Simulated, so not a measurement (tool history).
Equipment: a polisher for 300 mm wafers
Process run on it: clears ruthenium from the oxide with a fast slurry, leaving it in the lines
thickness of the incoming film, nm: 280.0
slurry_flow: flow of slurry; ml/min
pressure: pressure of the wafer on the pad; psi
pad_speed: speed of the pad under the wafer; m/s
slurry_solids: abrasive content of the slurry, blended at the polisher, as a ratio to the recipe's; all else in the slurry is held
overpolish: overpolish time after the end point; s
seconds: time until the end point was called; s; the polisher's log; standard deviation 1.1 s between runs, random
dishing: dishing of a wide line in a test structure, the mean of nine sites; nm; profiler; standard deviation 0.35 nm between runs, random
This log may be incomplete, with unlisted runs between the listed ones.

run,day,slurry_flow,pressure,pad_speed,slurry_solids,overpolish,seconds,dishing
1,0.000,275,2.1,0.96,1.0,15,86.183,41.241
2,0.362,275,2.1,0.96,1.0,13,87.495,35.677
3,0.700,240,2.1,0.96,1.0,13,87.065,34.706
4,1.033,240,2.1,1.10,1.0,13,77.888,39.204
5,1.296,240,2.1,1.10,1.0,8,77.052,25.281
6,1.388,240,2.0,1.10,1.0,8,79.664,23.807

Predict the results of run 7:
7,1.533,240,2.0,1.10,1.0,8,?,?

Run 7 came out at seconds 79.152 s, dishing 24.170 nm.
